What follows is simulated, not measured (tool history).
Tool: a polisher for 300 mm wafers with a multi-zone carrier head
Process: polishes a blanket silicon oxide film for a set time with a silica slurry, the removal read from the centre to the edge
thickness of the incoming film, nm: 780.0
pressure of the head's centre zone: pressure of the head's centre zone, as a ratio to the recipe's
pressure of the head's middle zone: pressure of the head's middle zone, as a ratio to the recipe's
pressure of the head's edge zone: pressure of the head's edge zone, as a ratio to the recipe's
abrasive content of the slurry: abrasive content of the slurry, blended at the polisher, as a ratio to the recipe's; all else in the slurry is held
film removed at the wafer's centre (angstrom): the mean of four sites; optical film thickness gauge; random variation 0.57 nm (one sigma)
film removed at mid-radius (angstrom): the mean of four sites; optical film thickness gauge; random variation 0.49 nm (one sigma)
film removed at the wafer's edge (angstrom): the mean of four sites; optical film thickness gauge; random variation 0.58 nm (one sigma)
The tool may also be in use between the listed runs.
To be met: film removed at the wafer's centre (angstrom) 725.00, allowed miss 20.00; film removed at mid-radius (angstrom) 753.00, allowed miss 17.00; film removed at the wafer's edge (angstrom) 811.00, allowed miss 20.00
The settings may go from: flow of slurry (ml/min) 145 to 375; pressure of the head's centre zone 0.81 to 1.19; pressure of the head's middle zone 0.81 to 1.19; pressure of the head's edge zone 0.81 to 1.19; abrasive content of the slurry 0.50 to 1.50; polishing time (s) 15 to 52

| run | day | flow of slurry (ml/min) | pressure of the head's centre zone | pressure of the head's middle zone | pressure of the head's edge zone | abrasive content of the slurry | polishing time (s) | film removed at the wafer's centre (angstrom) | film removed at mid-radius (angstrom) | film removed at the wafer's edge (angstrom) |
|---|---|---|---|---|---|---|---|---|---|---|
| 1 | 0.000 | 240 | 1.00 | 1.00 | 1.00 | 1.00 | 33 | 706.48 | 710.02 | 719.97 |
| 2 | 0.179 | 240 | 1.00 | 1.00 | 1.00 | 1.00 | 39 | 851.91 | 846.27 | 852.36 |
| 3 | 0.233 | 240 | 1.00 | 1.00 | 1.00 | 1.00 | 44 | 949.70 | 958.51 | 968.52 |
| 4 | 0.492 | 240 | 1.00 | 1.00 | 0.96 | 1.00 | 44 | 950.87 | 951.47 | 948.28 |
| 5 | 0.612 | 240 | 1.08 | 1.00 | 0.96 | 1.00 | 44 | 1012.80 | 947.74 | 939.97 |
| 6 | 0.775 | 240 | 1.08 | 1.00 | 1.00 | 1.00 | 44 | 1007.20 | 950.86 | 963.75 |
| 7 | 0.858 | 230 | 1.04 | 0.98 | 0.99 | 0.95 | 44 | 954.43 | 920.43 | 933.18 |
| 8 | 1.138 | 220 | 1.00 | 0.95 | 0.98 | 0.90 | 44 | 899.06 | 864.68 | 902.38 |
| 9 | 1.433 | 210 | 0.97 | 0.94 | 0.96 | 0.90 | 44 | 866.27 | 840.00 | 886.96 |
| 10 | 1.675 | 200 | 0.94 | 0.93 | 0.94 | 0.90 | 44 | 841.71 | 831.40 | 887.90 |

Which of these 5 next moves meets every target?
| A | 1.917 | 235 | 0.90 | 1.17 | 0.90 | 0.65 | 47 | ? | ? | ? |
| B | 1.917 | 265 | 0.81 | 1.16 | 0.84 | 0.80 | 43 | ? | ? | ? |
| C | 1.917 | 245 | 0.84 | 0.96 | 1.00 | 0.75 | 43 | ? | ? | ? |
| D | 1.917 | 200 | 1.19 | 0.96 | 0.81 | 0.80 | 47 | ? | ? | ? |
| E | 1.917 | 185 | 0.95 | 1.00 | 1.11 | 0.85 | 39 | ? | ? | ? |

| move | film removed at the wafer's centre (angstrom) | film removed at mid-radius (angstrom) | film removed at the wafer's edge (angstrom) |
|---|---|---|---|
| A | 780.59 | 958.05 | 810.93 |
| B | 735.79 | 966.85 | 795.94 |
| C | 726.01 | 792.72 | 835.61 |
| D | 1027.90 | 863.62 | 833.59 |
| E | 724.69 | 750.98 | 814.50 |
A: further off than the last run
B: brings the result that was furthest off to its target, and leaves another outside
C: brings the result that was furthest off to its target, and leaves another outside
D: further off than the last run
E: meets every target
The right move is E.
